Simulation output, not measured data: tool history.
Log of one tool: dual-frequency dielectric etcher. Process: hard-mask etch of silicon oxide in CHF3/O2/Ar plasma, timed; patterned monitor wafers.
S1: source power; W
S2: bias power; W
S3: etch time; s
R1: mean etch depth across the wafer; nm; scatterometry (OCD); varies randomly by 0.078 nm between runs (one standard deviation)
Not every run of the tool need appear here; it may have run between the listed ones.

run	day	S1	S2	S3	R1
1	0.000	510	234	10	21.650
2	0.367	510	200	10	20.195
3	0.671	510	186	10	19.428
4	0.758	430	186	10	18.216
5	1.075	430	156	10	16.818
6	1.312	430	141	10	15.981

Run 7 has not been measured yet. What should we expect?
7	1.571	480	142	10	?

R1: 16.777 nm
